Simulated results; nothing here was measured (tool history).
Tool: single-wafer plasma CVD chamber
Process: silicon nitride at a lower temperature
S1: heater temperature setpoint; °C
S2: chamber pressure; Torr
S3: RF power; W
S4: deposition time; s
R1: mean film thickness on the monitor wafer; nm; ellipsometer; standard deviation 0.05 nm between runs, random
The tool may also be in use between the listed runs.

run 1 hour=0.0 | S1=375 S2=1.25 S3=355 S4=19.5 | R1=23.595
run 2 hour=2.3 | S1=375 S2=1.39 S3=355 S4=19.5 | R1=24.617
run 3 hour=3.3 | S1=375 S2=1.39 S3=320 S4=19.5 | R1=23.084
run 4 hour=8.8 | S1=375 S2=1.33 S3=320 S4=19.5 | R1=22.732
run 5 hour=13.4 | S1=375 S2=1.41 S3=320 S4=19.5 | R1=23.188
run 6 hour=17.5 | S1=375 S2=1.41 S3=280 S4=19.5 | R1=21.219
run 7 hour=20.2 | S1=375 S2=1.37 S3=280 S4=19.5 | R1=20.983
run 8 hour=20.7 | S1=375 S2=1.34 S3=280 S4=19.5 | R1=20.832
run 9 hour=26.5 | S1=375 S2=1.31 S3=280 S4=19.5 | R1=20.653
run 10 hour=28.9 | S1=375 S2=1.28 S3=280 S4=19.5 | R1=20.534
run 11 hour=29.5 | S1=375 S2=1.26 S3=280 S4=19.5 | R1=20.461
run 12 hour=37.6 | S1=375 S2=1.24 S3=280 S4=19.5 | R1=20.320
run 13 hour=44.4 | S1=375 S2=1.22 S3=280 S4=19.5 | R1=20.212
run 14 hour=51.0 | S1=375 S2=1.20 S3=280 S4=19.5 | R1=20.075

The next listed run, before its measurement:
run 15 hour=54.8 | S1=375 S2=1.18 S3=280 S4=19.5 | R1=?

Logged for run 15: R1 19.953 nm.

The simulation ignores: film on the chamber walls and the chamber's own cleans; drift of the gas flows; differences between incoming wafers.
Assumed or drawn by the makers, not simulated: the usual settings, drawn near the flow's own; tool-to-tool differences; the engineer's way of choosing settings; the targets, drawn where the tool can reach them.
